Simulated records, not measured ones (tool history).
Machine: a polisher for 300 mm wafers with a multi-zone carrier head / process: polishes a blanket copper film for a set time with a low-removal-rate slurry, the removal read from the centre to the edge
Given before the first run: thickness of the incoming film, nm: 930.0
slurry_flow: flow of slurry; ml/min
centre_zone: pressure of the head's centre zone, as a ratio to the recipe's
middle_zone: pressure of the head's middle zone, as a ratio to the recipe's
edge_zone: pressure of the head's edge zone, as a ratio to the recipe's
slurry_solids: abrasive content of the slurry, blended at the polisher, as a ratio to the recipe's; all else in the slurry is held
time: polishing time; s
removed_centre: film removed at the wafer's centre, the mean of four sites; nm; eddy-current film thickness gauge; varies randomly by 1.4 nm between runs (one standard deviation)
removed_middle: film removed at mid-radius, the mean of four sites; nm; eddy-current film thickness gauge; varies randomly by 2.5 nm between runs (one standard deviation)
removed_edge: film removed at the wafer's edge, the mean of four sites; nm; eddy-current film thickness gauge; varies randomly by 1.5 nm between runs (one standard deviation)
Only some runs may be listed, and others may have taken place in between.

Run 1, hour 0: slurry_flow 175 ml/min, centre_zone 1, middle_zone 1, edge_zone 1, slurry_solids 1, time 66 s. Result: removed_centre 173.9 nm, removed_middle 178.05 nm, removed_edge 167.12 nm.
Run 2, hour 4.9: slurry_flow 175 ml/min, centre_zone 1, middle_zone 1, edge_zone 0.95, slurry_solids 1, time 66 s. Result: removed_centre 175.3 nm, removed_middle 173.95 nm, removed_edge 163.1 nm.
Run 3, hour 9.2: slurry_flow 170 ml/min, centre_zone 0.99, middle_zone 1.01, edge_zone 0.95, slurry_solids 1, time 66 s. Result: removed_centre 168.24 nm, removed_middle 176.66 nm, removed_edge 160.87 nm.
Run 4, hour 13.2: slurry_flow 170 ml/min, centre_zone 0.99, middle_zone 1.01, edge_zone 0.95, slurry_solids 1, time 56 s. Result: removed_centre 145.5 nm, removed_middle 152.19 nm, removed_edge 138.93 nm.
Run 5, hour 14.3: slurry_flow 170 ml/min, centre_zone 0.99, middle_zone 1.06, edge_zone 0.95, slurry_solids 1, time 56 s. Result: removed_centre 144.74 nm, removed_middle 159.14 nm, removed_edge 138.72 nm.
Run 6, hour 14.8: slurry_flow 170 ml/min, centre_zone 0.99, middle_zone 1, edge_zone 0.95, slurry_solids 1, time 56 s. Result: removed_centre 145.05 nm, removed_middle 151.99 nm, removed_edge 137.51 nm.
Run 7, hour 15.6: slurry_flow 175 ml/min, centre_zone 0.98, middle_zone 1.01, edge_zone 0.96, slurry_solids 1, time 56 s. Result: removed_centre 142.81 nm, removed_middle 151.06 nm, removed_edge 138.38 nm.
Run 8, hour 22.8: slurry_flow 175 ml/min, centre_zone 0.98, middle_zone 1.02, edge_zone 0.98, slurry_solids 1, time 56 s. Result: removed_centre 142.45 nm, removed_middle 155.15 nm, removed_edge 140.74 nm.

Estimate the outcome of run 9 from the log above:
Run 9, hour 30.8: slurry_flow 180 ml/min, centre_zone 0.98, middle_zone 1.03, edge_zone 0.99, slurry_solids 1, time 56 s. Result: removed_centre ?, removed_middle ?, removed_edge ?.

For run 9 the tool returned removed_centre 145.66 nm, removed_middle 155 nm, removed_edge 142.51 nm.
